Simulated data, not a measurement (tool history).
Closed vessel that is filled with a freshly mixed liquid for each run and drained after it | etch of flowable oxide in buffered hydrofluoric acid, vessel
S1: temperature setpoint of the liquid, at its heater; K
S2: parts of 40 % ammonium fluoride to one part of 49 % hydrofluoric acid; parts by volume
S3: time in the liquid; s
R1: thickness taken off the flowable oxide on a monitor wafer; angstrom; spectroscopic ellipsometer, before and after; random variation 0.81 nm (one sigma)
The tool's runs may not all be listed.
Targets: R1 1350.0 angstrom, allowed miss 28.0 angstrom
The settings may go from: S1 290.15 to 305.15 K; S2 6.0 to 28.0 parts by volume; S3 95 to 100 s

run 1 day=0.000 | S1=297.15 S2=17.0 S3=95 | R1=1083.7
run 2 day=0.129 | S1=298.65 S2=17.0 S3=95 | R1=1184.4
run 3 day=0.208 | S1=298.65 S2=17.0 S3=95 | R1=1182.3
run 4 day=0.429 | S1=295.65 S2=17.0 S3=95 | R1=1002.5
run 5 day=0.617 | S1=297.15 S2=17.0 S3=95 | R1=1093.5
run 6 day=0.825 | S1=298.15 S2=17.0 S3=95 | R1=1145.3
run 7 day=0.875 | S1=299.15 S2=17.0 S3=95 | R1=1218.7
run 8 day=1.067 | S1=299.65 S2=17.0 S3=95 | R1=1252.1

4 next moves are on the table. One of them brings every result within its allowed miss. Which?
run A day=1.258 | S1=300.15 S2=19.5 S3=95 | R1=?
run B day=1.258 | S1=297.65 S2=17.5 S3=100 | R1=?
run C day=1.258 | S1=300.65 S2=16.5 S3=100 | R1=?
run D day=1.258 | S1=300.65 S2=17.5 S3=100 | R1=?

move=A R1=1121.6
move=B R1=1147.3
move=C R1=1429.4
move=D R1=1349.0
A: further off than the last run
B: further off than the last run
C: takes the result that was furthest off past its target
D: meets every target
Move D is the one to make.
